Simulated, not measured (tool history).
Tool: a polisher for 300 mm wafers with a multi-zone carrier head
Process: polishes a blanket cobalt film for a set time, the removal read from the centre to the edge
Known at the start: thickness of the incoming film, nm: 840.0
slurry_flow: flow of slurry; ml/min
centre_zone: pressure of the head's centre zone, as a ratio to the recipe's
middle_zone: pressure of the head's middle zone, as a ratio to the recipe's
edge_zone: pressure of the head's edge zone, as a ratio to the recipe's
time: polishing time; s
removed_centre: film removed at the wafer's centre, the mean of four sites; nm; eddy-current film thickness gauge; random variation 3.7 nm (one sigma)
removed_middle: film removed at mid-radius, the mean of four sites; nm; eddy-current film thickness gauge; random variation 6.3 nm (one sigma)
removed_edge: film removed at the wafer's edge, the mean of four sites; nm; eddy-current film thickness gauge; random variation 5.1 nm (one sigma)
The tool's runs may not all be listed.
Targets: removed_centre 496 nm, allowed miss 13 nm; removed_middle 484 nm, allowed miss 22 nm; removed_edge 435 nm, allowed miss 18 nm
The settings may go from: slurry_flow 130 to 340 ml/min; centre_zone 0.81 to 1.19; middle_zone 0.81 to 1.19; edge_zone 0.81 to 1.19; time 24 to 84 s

run    day  slurry_flow  centre_zone  middle_zone  edge_zone  time  removed_centre  removed_middle  removed_edge
  1      0          220            1            1          1    54          361.82          357.03        350.04
  2  0.225          230         1.03         1.03       1.02    55          377.91          367.65        359.72
  3  0.367          255         1.03         1.03       1.02    55          378.34          371.02        368.66
  4  0.617          255         1.05         1.05       1.01    57          402.94          398.82        384.92
  5  0.888          255         1.05         1.05        1.1    57          409.44          393.86        392.84
  6  0.933          255         1.01         1.05        1.1    57          386.06          406.14        392.87
  7  0.958          255         1.04         1.08        1.1    58          409.37          406.61        402.08
  8   1.15          265         1.06          1.1       1.06    59           426.7          420.88        397.62
  9  1.179          270         1.07         1.12       1.06    60           438.2          441.72        405.33
 10  1.388          275         1.08         1.13       1.07    61          447.59          440.45        418.96
 11  1.758          275         1.09         1.14       1.06    62          461.29          461.98        422.53
 12  2.129          280          1.1         1.15       1.06    62           464.1          471.64         426.1
 13  2.312          285         1.11         1.15       1.06    62          469.83          466.85        422.21
 14  2.471          285         1.12         1.15       1.06    62          469.88          467.24        419.36
 15  2.775          285         1.13         1.15       1.07    62          480.88          475.76        424.71

Which of these 4 next moves meets every target?
  A  3.079          260         1.08         1.01       1.06    64               ?               ?             ?
  B  3.079          285         1.09         1.19       1.02    64               ?               ?             ?
  C  3.079          280         1.16         1.19       1.06    60               ?               ?             ?
  D  3.079          305         1.15         1.19       1.07    63               ?               ?             ?

move  removed_centre  removed_middle  removed_edge
   A          471.53          427.49        442.36
   B          480.45          495.55        435.44
   C           478.8          463.73        415.58
   D          502.08          490.19        440.64
A: further off than the last run
B: as far off as the last run
C: further off than the last run
D: meets every target
Move D is the one to make.

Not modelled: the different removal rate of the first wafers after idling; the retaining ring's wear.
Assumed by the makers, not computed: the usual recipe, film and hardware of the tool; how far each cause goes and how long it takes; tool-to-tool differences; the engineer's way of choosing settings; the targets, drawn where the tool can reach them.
